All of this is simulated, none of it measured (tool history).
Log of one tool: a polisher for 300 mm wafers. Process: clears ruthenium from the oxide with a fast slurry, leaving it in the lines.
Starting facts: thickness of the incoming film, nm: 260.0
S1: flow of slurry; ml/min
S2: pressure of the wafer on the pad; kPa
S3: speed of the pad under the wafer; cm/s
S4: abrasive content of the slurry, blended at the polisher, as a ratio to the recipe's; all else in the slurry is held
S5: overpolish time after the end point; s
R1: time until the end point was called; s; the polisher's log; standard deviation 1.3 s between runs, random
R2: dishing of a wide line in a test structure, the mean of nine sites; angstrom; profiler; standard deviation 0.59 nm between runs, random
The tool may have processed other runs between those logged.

run,hour,S1,S2,S3,S4,S5,R1,R2
1,0,135,17.2,94,1,16,72.308,409.24
2,3.2,110,17.2,94,1,16,74.075,413.27
3,10.5,110,17.2,108,1,16,65.847,452.55
4,18,110,17.2,116,1,16,61.243,465.78
5,25.1,110,17.2,116,1,19,60.601,554.84
6,32.3,110,14.5,114,1,18,67.844,476.26

What will run 7 give?
7,33.3,110,14.5,114,1,18,?,?

R1: 67.824 s
R2: 478.57 angstrom
